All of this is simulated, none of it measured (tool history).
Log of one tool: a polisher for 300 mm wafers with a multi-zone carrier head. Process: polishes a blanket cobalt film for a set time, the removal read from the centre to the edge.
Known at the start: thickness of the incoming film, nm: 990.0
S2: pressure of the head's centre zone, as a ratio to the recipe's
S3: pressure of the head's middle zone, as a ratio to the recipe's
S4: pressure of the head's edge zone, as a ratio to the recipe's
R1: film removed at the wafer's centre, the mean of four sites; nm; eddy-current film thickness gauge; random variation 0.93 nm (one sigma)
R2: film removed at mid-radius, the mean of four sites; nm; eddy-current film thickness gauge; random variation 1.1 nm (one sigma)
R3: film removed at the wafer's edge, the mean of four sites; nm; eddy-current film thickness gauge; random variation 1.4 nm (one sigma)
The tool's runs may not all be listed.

run 1 hour=0 | flow_of_slurry_(ml/min)=275 S2=1 S3=1 S4=1 polishing_time_(s)=57 | R1=147.53 R2=142.87 R3=142.83
run 2 hour=6.2 | flow_of_slurry_(ml/min)=275 S2=1 S3=1 S4=0.92 polishing_time_(s)=57 | R1=144.88 R2=142.46 R3=137.81
run 3 hour=7.7 | flow_of_slurry_(ml/min)=280 S2=1 S3=1.01 S4=0.9 polishing_time_(s)=54 | R1=140.33 R2=136.73 R3=132.15
run 4 hour=13.1 | flow_of_slurry_(ml/min)=280 S2=1 S3=1.01 S4=0.9 polishing_time_(s)=65 | R1=169.38 R2=165.94 R3=158.99
run 5 hour=20 | flow_of_slurry_(ml/min)=280 S2=1 S3=1.01 S4=0.9 polishing_time_(s)=72 | R1=185.55 R2=183.85 R3=174.27
run 6 hour=21.7 | flow_of_slurry_(ml/min)=280 S2=1 S3=1.01 S4=0.83 polishing_time_(s)=72 | R1=190.05 R2=179.98 R3=169
run 7 hour=23.4 | flow_of_slurry_(ml/min)=280 S2=0.99 S3=1.02 S4=0.83 polishing_time_(s)=66 | R1=168.49 R2=166.39 R3=154.12
run 8 hour=31.4 | flow_of_slurry_(ml/min)=280 S2=0.99 S3=1.03 S4=0.83 polishing_time_(s)=61 | R1=157.14 R2=158.58 R3=142.89

Run 9 comes next. What will it give?
run 9 hour=31.9 | flow_of_slurry_(ml/min)=280 S2=0.99 S3=1.03 S4=0.83 polishing_time_(s)=57 | R1=? R2=? R3=?

Run 9 gave R1 144.71 nm, R2 146.05 nm, R3 135.97 nm.
